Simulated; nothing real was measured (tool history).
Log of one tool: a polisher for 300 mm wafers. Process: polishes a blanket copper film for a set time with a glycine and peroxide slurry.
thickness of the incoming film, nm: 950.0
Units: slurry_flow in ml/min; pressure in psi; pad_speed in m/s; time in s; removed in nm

| run | day | slurry_flow | pressure | pad_speed | time | removed |
|---|---|---|---|---|---|---|
| 1 | 0 | 125 | 2.7 | 0.82 | 100 | 531.97 |
| 2 | 0.283 | 125 | 2.5 | 0.8 | 100 | 503.7 |
| 3 | 0.554 | 125 | 2.3 | 0.78 | 100 | 482.04 |
| 4 | 0.854 | 125 | 2.3 | 0.78 | 105 | 503.77 |
| 5 | 1.225 | 125 | 2.8 | 0.78 | 105 | 555.16 |
| 6 | 1.292 | 125 | 2.8 | 0.7 | 105 | 510.77 |
| 7 | 1.583 | 125 | 2.5 | 0.68 | 105 | 462.86 |
| 8 | 1.638 | 125 | 2.3 | 0.68 | 105 | 450.34 |
| 9 | 1.908 | 125 | 2.1 | 0.66 | 105 | 422.58 |
| 10 | 2.238 | 125 | 2 | 0.66 | 105 | 416.15 |

The next listed run, before its measurement:
| 11 | 2.271 | 125 | 1.9 | 0.66 | 105 | ? |

{"run 11": {"removed": 402.03}}
